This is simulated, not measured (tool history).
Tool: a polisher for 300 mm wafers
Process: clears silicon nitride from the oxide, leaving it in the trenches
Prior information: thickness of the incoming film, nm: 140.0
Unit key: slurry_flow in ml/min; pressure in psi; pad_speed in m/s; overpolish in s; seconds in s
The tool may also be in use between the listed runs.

{"run": 1, "hour": 0.0, "slurry_flow": 195, "pressure": 2.7, "pad_speed": 1.08, "overpolish": 14, "seconds": 180.77}
{"run": 2, "hour": 4.0, "slurry_flow": 195, "pressure": 2.7, "pad_speed": 1.08, "overpolish": 15, "seconds": 177.04}
{"run": 3, "hour": 13.0, "slurry_flow": 145, "pressure": 2.7, "pad_speed": 1.08, "overpolish": 15, "seconds": 196.38}
{"run": 4, "hour": 19.1, "slurry_flow": 145, "pressure": 2.2, "pad_speed": 1.08, "overpolish": 15, "seconds": 221.41}
{"run": 5, "hour": 21.2, "slurry_flow": 160, "pressure": 2.7, "pad_speed": 1.12, "overpolish": 15, "seconds": 183.7}
{"hour": 22.4, "done": "worn pad replaced by a new one"}
{"run": 6, "hour": 22.4, "slurry_flow": 160, "pressure": 2.7, "pad_speed": 1.24, "overpolish": 15, "seconds": 152.23}
{"run": 7, "hour": 23.9, "slurry_flow": 160, "pressure": 3.4, "pad_speed": 1.26, "overpolish": 15, "seconds": 129.38}

What will run 8 give?
{"run": 8, "hour": 29.7, "slurry_flow": 170, "pressure": 3.5, "pad_speed": 1.26, "overpolish": 15, "seconds": "?"}

seconds: 123.03 s
